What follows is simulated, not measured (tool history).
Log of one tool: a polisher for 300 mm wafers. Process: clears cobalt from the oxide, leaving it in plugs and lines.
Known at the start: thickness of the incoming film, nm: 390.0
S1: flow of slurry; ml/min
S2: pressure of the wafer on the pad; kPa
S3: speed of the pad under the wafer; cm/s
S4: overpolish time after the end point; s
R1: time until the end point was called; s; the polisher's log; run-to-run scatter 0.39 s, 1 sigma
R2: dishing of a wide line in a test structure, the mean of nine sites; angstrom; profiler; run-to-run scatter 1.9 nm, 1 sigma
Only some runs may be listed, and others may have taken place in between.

run,hour,S1,S2,S3,S4,R1,R2
1,0.0,125,15.9,86,21,67.380,691.04
2,2.7,135,17.2,86,21,63.401,697.42
3,8.0,135,20.7,86,21,55.450,746.98
4,8.6,140,21.4,86,21,53.699,767.58
5,15.3,140,17.9,86,21,61.576,728.18
6,23.7,140,14.5,86,21,69.956,686.24
7,24.8,145,16.5,86,21,65.285,712.73
8,30.3,145,18.6,86,21,59.395,788.45
9,35.0,150,20.0,86,18,55.652,713.21
10,43.6,155,20.7,86,18,54.379,696.09
11,45.3,155,21.4,86,19,53.459,731.02
12,54.2,155,22.1,86,19,51.589,761.32

Run 13, settings as shown, results not yet in. Your forecast:
13,56.7,155,22.8,86,19,?,?

R1: 51.521 s
R2: 781.64 angstrom

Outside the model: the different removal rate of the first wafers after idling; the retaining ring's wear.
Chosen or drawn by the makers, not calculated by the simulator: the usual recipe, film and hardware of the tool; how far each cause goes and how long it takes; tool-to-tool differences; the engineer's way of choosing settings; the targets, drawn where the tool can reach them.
